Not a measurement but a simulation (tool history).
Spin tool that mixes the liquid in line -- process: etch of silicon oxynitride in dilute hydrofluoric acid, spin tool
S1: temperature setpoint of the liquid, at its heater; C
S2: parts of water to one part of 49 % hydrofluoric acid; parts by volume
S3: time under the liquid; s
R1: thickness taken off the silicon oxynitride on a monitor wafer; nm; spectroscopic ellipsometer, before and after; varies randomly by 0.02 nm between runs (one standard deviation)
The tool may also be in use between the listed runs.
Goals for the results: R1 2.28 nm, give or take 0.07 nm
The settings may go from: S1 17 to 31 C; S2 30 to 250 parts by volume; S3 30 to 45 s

run	day	S1	S2	S3	R1
1	0	23	140	45	1.4034
2	0.092	23	140	45	1.3953
3	0.125	23	185	45	1.0307
4	0.412	25	185	45	1.1353
5	0.742	26.5	170	45	1.318
6	0.896	26.5	210	45	1.0297
7	1.254	27.5	185	45	1.2436
8	1.567	28.5	165	45	1.4985
9	1.921	29	155	45	1.6262
10	2.121	29.5	145	45	1.8098
11	2.15	30	140	45	1.9404

4 candidate next runs follow, results not yet known. Just one meets every target within its allowed miss. Identify it.
A	2.179	30.5	115	30	?
B	2.179	26.5	100	30	?
C	2.179	31	115	45	?
D	2.179	31	125	45	?

move	R1
A	1.6097
B	1.5676
C	2.4684
D	2.2477
A: the biggest miss grows against the last run
B: the biggest miss grows against the last run
C: carries the result that was furthest off beyond its target, to the other side
D: every result within its allowed miss
D is the move that brings every result within its allowed miss.
